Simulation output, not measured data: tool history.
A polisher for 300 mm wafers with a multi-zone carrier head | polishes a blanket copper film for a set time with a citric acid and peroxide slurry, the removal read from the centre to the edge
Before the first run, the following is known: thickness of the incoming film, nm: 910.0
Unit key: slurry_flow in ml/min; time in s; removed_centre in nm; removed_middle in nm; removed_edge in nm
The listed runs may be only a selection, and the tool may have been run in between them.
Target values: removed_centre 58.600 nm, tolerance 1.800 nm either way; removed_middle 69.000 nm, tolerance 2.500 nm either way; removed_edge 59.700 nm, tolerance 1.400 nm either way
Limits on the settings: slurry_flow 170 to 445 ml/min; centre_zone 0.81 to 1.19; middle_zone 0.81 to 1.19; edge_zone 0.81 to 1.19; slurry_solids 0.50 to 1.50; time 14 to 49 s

| run | day | slurry_flow | centre_zone | middle_zone | edge_zone | slurry_solids | time | removed_centre | removed_middle | removed_edge |
|---|---|---|---|---|---|---|---|---|---|---|
| 1 | 0.000 | 285 | 1.00 | 1.00 | 1.00 | 1.00 | 31 | 104.990 | 98.056 | 98.094 |
| 2 | 0.117 | 285 | 1.00 | 1.00 | 0.92 | 1.00 | 31 | 105.110 | 96.432 | 95.550 |
| 3 | 0.217 | 285 | 1.00 | 1.00 | 0.92 | 1.15 | 31 | 107.840 | 99.660 | 97.987 |
| 4 | 0.279 | 255 | 1.00 | 1.00 | 0.92 | 1.15 | 31 | 107.650 | 98.146 | 96.518 |
| 5 | 0.492 | 255 | 1.00 | 1.00 | 0.92 | 0.95 | 31 | 102.670 | 95.980 | 93.020 |
| 6 | 0.817 | 245 | 0.98 | 1.01 | 0.91 | 0.85 | 29 | 93.171 | 88.800 | 85.220 |
| 7 | 0.975 | 240 | 0.95 | 1.02 | 0.90 | 0.80 | 28 | 85.369 | 86.083 | 80.442 |
|  | 1.300 | centre zone pressure recalibrated |
| 8 | 1.300 | 235 | 0.93 | 1.02 | 0.89 | 0.75 | 27 | 75.253 | 79.379 | 76.876 |
| 9 | 1.350 | 230 | 0.93 | 1.03 | 0.88 | 0.70 | 26 | 72.227 | 77.155 | 73.025 |
| 10 | 1.425 | 225 | 0.93 | 1.04 | 0.87 | 0.65 | 25 | 68.689 | 75.001 | 68.124 |
| 11 | 1.771 | 200 | 0.85 | 1.03 | 0.81 | 0.50 | 23 | 55.034 | 62.733 | 58.673 |

Which of these 4 next moves meets every target?
| A | 2.117 | 170 | 0.83 | 0.90 | 0.90 | 0.55 | 23 | ? | ? | ? |
| B | 2.117 | 190 | 0.94 | 0.92 | 0.87 | 0.65 | 21 | ? | ? | ? |
| C | 2.117 | 270 | 0.83 | 1.04 | 0.82 | 0.50 | 23 | ? | ? | ? |
| D | 2.117 | 250 | 0.88 | 1.07 | 0.81 | 0.50 | 23 | ? | ? | ? |

| move | removed_centre | removed_middle | removed_edge |
|---|---|---|---|
| A | 52.740 | 57.020 | 60.821 |
| B | 56.848 | 55.077 | 56.712 |
| C | 55.182 | 66.893 | 59.992 |
| D | 58.065 | 68.005 | 59.350 |
A: its largest miss is bigger than the last run's
B: its largest miss is bigger than the last run's
C: puts the biggest miss on target and leaves a different result outside tolerance
D: hits every target within its allowed miss
Correct choice: D, which meets every target
